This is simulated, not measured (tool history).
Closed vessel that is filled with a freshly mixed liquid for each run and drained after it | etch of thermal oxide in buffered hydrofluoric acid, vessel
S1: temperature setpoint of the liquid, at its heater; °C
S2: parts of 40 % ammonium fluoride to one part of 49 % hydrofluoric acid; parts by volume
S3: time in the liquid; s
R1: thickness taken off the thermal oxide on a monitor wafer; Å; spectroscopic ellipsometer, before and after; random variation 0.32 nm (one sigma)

run	hour	S1	S2	S3	R1
1	0	21	17	90	484.46
2	5	21	17	90	494.43
3	11.6	20	17.5	90	449.5
4	17.8	19	18	90	419.36
5	24.4	19	18	100	461.23
6	25.4	22	18	100	547.12
7	31.7	21	19	100	495.73
8	39.8	20	19.5	100	456.66
9	44.4	19.5	20	100	441.38
10	47.6	19	20.5	100	410.63
11	49.2	18.5	20.5	100	403.78
12	50.8	18	21	100	389.72

Run 13 comes next. What will it give?
13	52.1	17.5	21.5	100	?

R1: 371.96 Å
